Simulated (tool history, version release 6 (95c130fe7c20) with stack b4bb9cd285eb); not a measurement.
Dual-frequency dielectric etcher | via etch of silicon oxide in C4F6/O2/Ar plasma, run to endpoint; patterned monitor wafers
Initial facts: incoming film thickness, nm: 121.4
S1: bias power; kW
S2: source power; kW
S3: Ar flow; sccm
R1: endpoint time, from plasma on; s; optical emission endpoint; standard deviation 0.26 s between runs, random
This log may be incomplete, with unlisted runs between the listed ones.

run,hour,S1,S2,S3,R1
1,0.0,0.606,0.360,267,25.194
2,0.7,0.606,0.360,242,25.579
3,4.6,0.502,0.360,242,26.995
4,13.6,0.502,0.400,242,25.713
5,20.9,0.502,0.450,242,24.525
6,22.8,0.468,0.420,245,25.951
7,24.8,0.443,0.400,248,26.857
8,29.9,0.424,0.380,250,28.278

Predict the results of run 9:
9,34.9,0.410,0.370,251,?

Run 9 yielded R1 28.976 s.
